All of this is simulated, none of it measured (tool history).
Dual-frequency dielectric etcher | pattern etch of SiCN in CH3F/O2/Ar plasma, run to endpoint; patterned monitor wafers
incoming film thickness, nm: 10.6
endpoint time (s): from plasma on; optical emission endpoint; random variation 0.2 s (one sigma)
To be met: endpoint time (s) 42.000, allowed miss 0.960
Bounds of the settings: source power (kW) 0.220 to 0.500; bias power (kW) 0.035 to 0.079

run	day	source power (kW)	bias power (kW)	endpoint time (s)
1	0.000	0.360	0.057	35.209
2	0.342	0.310	0.057	36.668
3	0.408	0.300	0.055	37.802
4	0.467	0.290	0.054	38.267
# day 0.525: wet clean of the chamber
5	0.525	0.330	0.054	36.059
6	0.767	0.330	0.060	34.807
7	0.942	0.310	0.058	35.650
8	1.217	0.300	0.056	37.060
9	1.567	0.290	0.055	37.450
10	1.671	0.280	0.053	38.761
11	1.804	0.270	0.052	39.078
12	1.933	0.260	0.051	39.763
13	2.071	0.250	0.050	40.509

5 next moves are on the table. One of them brings every result within its allowed miss. Which?
A	2.208	0.270	0.048	?
B	2.208	0.260	0.050	?
C	2.208	0.220	0.045	?
D	2.208	0.250	0.043	?
E	2.208	0.260	0.057	?

move	endpoint time (s)
A	40.212
B	40.207
C	43.761
D	42.583
E	38.607
A: further off than the last run
B: further off than the last run
C: takes the result that was furthest off past its target
D: meets every target
E: further off than the last run
The right move is D.
